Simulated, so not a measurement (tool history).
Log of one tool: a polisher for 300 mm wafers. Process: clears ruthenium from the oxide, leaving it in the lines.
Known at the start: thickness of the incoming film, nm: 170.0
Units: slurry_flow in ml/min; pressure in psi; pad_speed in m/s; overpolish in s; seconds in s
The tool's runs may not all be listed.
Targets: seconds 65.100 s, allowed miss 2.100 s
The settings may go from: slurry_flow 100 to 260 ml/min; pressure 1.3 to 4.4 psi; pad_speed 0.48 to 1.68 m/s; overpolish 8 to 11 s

Run 1, hour 0.0: slurry_flow 165 ml/min, pressure 2.8 psi, pad_speed 1.08 m/s, overpolish 11 s. Result: seconds 101.120 s.
Run 2, hour 3.2: slurry_flow 165 ml/min, pressure 2.8 psi, pad_speed 1.22 m/s, overpolish 11 s. Result: seconds 90.794 s.
Run 3, hour 12.0: slurry_flow 165 ml/min, pressure 2.8 psi, pad_speed 1.22 m/s, overpolish 11 s. Result: seconds 89.551 s.
Run 4, hour 15.8: slurry_flow 165 ml/min, pressure 2.8 psi, pad_speed 1.22 m/s, overpolish 11 s. Result: seconds 90.421 s.
Run 5, hour 17.2: slurry_flow 165 ml/min, pressure 2.8 psi, pad_speed 1.02 m/s, overpolish 11 s. Result: seconds 108.840 s.
Run 6, hour 21.0: slurry_flow 170 ml/min, pressure 3.2 psi, pad_speed 1.02 m/s, overpolish 11 s. Result: seconds 93.238 s.
Run 7, hour 22.9: slurry_flow 175 ml/min, pressure 3.4 psi, pad_speed 1.02 m/s, overpolish 11 s. Result: seconds 86.932 s.
Run 8, hour 30.1: slurry_flow 180 ml/min, pressure 3.6 psi, pad_speed 1.02 m/s, overpolish 11 s. Result: seconds 81.871 s.

5 next moves are on the table. One of them brings every result within its allowed miss. Which?
Run A, hour 37.3: slurry_flow 205 ml/min, pressure 4.1 psi, pad_speed 1.20 m/s, overpolish 8 s. Result: seconds ?.
Run B, hour 37.3: slurry_flow 230 ml/min, pressure 4.4 psi, pad_speed 1.18 m/s, overpolish 8 s. Result: seconds ?.
Run C, hour 37.3: slurry_flow 260 ml/min, pressure 3.8 psi, pad_speed 1.18 m/s, overpolish 8 s. Result: seconds ?.
Run D, hour 37.3: slurry_flow 185 ml/min, pressure 4.4 psi, pad_speed 1.12 m/s, overpolish 8 s. Result: seconds ?.
Run E, hour 37.3: slurry_flow 140 ml/min, pressure 4.4 psi, pad_speed 1.18 m/s, overpolish 11 s. Result: seconds ?.

move  seconds
   A   60.926
   B   57.051
   C   65.037
   D   61.551
   E   60.776
A: takes the result that was furthest off past its target
B: takes the result that was furthest off past its target
C: meets every target
D: takes the result that was furthest off past its target
E: takes the result that was furthest off past its target
The right move is C.
